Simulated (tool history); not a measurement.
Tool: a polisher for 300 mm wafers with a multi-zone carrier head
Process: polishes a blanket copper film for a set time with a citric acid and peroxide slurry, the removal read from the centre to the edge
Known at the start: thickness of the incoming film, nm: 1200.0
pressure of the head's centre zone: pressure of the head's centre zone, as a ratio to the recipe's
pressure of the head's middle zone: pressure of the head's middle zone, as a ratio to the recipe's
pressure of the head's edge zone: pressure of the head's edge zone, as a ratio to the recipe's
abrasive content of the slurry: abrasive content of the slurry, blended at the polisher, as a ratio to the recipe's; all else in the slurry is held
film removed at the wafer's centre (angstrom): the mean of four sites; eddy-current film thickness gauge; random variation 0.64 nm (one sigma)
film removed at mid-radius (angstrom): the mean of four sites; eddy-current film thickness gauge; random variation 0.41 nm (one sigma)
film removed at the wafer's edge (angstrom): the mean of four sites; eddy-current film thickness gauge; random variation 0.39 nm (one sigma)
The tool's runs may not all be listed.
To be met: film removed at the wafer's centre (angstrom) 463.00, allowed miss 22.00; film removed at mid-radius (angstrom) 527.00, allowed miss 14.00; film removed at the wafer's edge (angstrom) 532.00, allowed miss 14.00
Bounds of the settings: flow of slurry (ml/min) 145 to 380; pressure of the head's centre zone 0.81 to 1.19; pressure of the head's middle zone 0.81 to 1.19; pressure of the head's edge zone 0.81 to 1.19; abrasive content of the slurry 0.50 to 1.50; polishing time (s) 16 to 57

run  hour  flow of slurry (ml/min)  pressure of the head's centre zone  pressure of the head's middle zone  pressure of the head's edge zone  abrasive content of the slurry  polishing time (s)  film removed at the wafer's centre (angstrom)  film removed at mid-radius (angstrom)  film removed at the wafer's edge (angstrom)
  1   0.0                      245                                1.00                                1.00                              1.00                            1.00                  36                                         790.77                                 844.18                                       816.18
  2   6.0                      215                                1.00                                1.00                              1.00                            1.00                  36                                         807.59                                 829.47                                       812.42
  3  11.1                      215                                1.03                                1.00                              1.00                            1.00                  36                                         831.39                                 823.93                                       809.05
  4  13.5                      215                                1.03                                1.00                              1.00                            0.85                  36                                         792.20                                 801.32                                       771.82
  5  18.8                      215                                0.99                                0.97                              0.98                            0.80                  34                                         693.07                                 720.02                                       714.07
  6  24.0                      215                                0.97                                0.95                              0.96                            0.75                  33                                         662.95                                 675.33                                       664.76
  7  25.0                      220                                0.94                                0.94                              0.96                            0.70                  32                                         596.70                                 633.87                                       639.42
  8  26.4                      220                                0.94                                0.94                              0.96                            0.70                  32                                         619.62                                 631.10                                       645.11
  9  33.3                      220                                0.91                                0.94                              0.95                            0.65                  31                                         566.12                                 598.44                                       603.83
 10  41.8                      215                                0.89                                0.94                              0.95                            0.60                  31                                         525.83                                 580.41                                       588.20
 11  45.1                      210                                0.88                                0.93                              0.93                            0.60                  31                                         532.24                                 578.57                                       586.73
 12  49.0                      205                                0.87                                0.93                              0.92                            0.60                  31                                         524.33                                 577.29                                       587.78
 13  52.0                      205                                0.86                                0.93                              0.91                            0.60                  31                                         531.72                                 581.25                                       576.46
 14  53.3                      205                                0.85                                0.93                              0.91                            0.60                  31                                         520.22                                 575.01                                       575.57
 15  54.8                      170                                0.81                                0.91                              0.87                            0.50                  30                                         442.47                                 508.90                                       513.89
 16  63.4                      175                                0.81                                0.91                              0.87                            0.50                  30                                         451.64                                 512.86                                       508.18
 17  68.1                      175                                0.81                                0.91                              0.87                            0.50                  30                                         451.96                                 512.70                                       514.33
 18  76.8                      180                                0.81                                0.91                              0.88                            0.50                  30                                         450.25                                 518.74                                       516.34

Which of these 5 next moves meets every target?
  A  85.5                      180                                0.81                                0.86                              0.97                            0.50                  31                                              ?                                      ?                                            ?
  B  85.5                      145                                0.81                                0.96                              0.89                            0.55                  29                                              ?                                      ?                                            ?
  C  85.5                      180                                0.81                                0.93                              0.85                            0.55                  29                                              ?                                      ?                                            ?
  D  85.5                      155                                0.81                                0.90                              0.87                            0.65                  29                                              ?                                      ?                                            ?
  E  85.5                      200                                0.81                                0.96                              0.83                            0.50                  29                                              ?                                      ?                                            ?

move  film removed at the wafer's centre (angstrom)  film removed at mid-radius (angstrom)  film removed at the wafer's edge (angstrom)
   A                                         462.05                                 505.77                                       558.92
   B                                         430.47                                 517.99                                       505.27
   C                                         445.21                                 519.82                                       506.02
   D                                         456.81                                 520.44                                       529.22
   E                                         438.99                                 525.40                                       490.92
A: takes the result that was furthest off past its target
B: further off than the last run
C: further off than the last run
D: meets every target
E: further off than the last run
Answer: D

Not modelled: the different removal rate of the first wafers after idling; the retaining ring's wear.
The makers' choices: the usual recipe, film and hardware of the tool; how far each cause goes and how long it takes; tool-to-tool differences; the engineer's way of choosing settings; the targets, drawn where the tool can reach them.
